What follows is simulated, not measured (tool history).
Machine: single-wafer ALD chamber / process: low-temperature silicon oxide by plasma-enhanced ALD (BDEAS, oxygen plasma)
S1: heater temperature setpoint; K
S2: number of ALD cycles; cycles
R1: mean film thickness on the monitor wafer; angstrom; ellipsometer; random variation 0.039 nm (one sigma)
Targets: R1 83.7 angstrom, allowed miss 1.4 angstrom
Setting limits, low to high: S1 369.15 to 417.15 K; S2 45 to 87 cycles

run,hour,S1,S2,R1
1,0,393.15,66,89.063
2,1.9,393.15,63,85.66
3,4.1,394.15,63,84.767
4,7.2,394.15,55,74.495
5,13.9,392.15,57,77.482
6,18,390.15,58,79.7
7,19.1,388.15,58,79.622
8,21.7,388.15,58,79.524
9,28.1,383.15,62,86.858
10,33.6,385.15,62,85.261

5 next moves are on the table. One of them brings every result within its allowed miss. Which?
A,39.1,384.15,60,?
B,39.1,377.15,62,?
C,39.1,383.15,62,?
D,39.1,388.15,65,?
E,39.1,384.15,59,?

move,R1
A,82.902
B,86.843
C,85.834
D,89.105
E,81.52
A: each result inside its tolerance
B: the biggest miss grows against the last run
C: the biggest miss grows against the last run
D: the biggest miss grows against the last run
E: carries the result that was furthest off beyond its target, to the other side
Answer: A
